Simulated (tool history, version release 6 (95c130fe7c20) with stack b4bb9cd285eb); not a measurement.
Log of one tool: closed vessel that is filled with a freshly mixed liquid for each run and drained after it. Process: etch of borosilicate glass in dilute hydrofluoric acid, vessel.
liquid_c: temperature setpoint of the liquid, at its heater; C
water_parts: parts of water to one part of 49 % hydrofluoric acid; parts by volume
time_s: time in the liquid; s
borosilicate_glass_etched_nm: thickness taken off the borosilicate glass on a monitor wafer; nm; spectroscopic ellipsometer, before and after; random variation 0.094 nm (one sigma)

{"run": 1, "hour": 0.0, "liquid_c": 23, "water_parts": 255, "time_s": 95, "borosilicate_glass_etched_nm": 12.335}
{"run": 2, "hour": 1.6, "liquid_c": 22, "water_parts": 260, "time_s": 95, "borosilicate_glass_etched_nm": 11.557}
{"run": 3, "hour": 8.5, "liquid_c": 22, "water_parts": 260, "time_s": 95, "borosilicate_glass_etched_nm": 11.418}
{"run": 4, "hour": 16.2, "liquid_c": 21.5, "water_parts": 260, "time_s": 95, "borosilicate_glass_etched_nm": 11.163}
{"run": 5, "hour": 19.7, "liquid_c": 24.5, "water_parts": 260, "time_s": 95, "borosilicate_glass_etched_nm": 12.593}
{"run": 6, "hour": 28.0, "liquid_c": 26, "water_parts": 260, "time_s": 95, "borosilicate_glass_etched_nm": 13.209}
{"run": 7, "hour": 35.1, "liquid_c": 24.5, "water_parts": 265, "time_s": 95, "borosilicate_glass_etched_nm": 12.233}

The next listed run, before its measurement:
{"run": 8, "hour": 40.9, "liquid_c": 24.5, "water_parts": 265, "time_s": 95, "borosilicate_glass_etched_nm": "?"}

{"run 8": {"borosilicate_glass_etched_nm": 12.371}}
